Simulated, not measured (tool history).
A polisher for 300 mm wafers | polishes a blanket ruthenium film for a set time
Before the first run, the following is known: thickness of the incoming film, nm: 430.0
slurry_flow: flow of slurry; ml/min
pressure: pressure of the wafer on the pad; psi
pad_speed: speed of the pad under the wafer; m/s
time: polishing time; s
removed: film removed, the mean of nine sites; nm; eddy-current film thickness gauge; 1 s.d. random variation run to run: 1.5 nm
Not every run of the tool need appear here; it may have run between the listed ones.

run 1 hour=0 | slurry_flow=230 pressure=1.8 pad_speed=0.9 time=91 | removed=70.076
run 2 hour=7.6 | slurry_flow=230 pressure=2 pad_speed=0.92 time=91 | removed=78.822
run 3 hour=9.6 | slurry_flow=230 pressure=2 pad_speed=1.1 time=91 | removed=93.294
run 4 hour=16.3 | slurry_flow=230 pressure=2 pad_speed=1.02 time=91 | removed=86.785
run 5 hour=18.8 | slurry_flow=230 pressure=2.3 pad_speed=1.02 time=91 | removed=97.657
run 6 hour=21.6 | slurry_flow=185 pressure=2.3 pad_speed=1.02 time=91 | removed=95.516
run 7 hour=26.8 | slurry_flow=185 pressure=2.4 pad_speed=1.02 time=91 | removed=100.79

Run 8 has not been measured yet. What should we expect?
run 8 hour=31.3 | slurry_flow=185 pressure=2.5 pad_speed=1.02 time=91 | removed=?

Logged for run 8: removed 104.36 nm.

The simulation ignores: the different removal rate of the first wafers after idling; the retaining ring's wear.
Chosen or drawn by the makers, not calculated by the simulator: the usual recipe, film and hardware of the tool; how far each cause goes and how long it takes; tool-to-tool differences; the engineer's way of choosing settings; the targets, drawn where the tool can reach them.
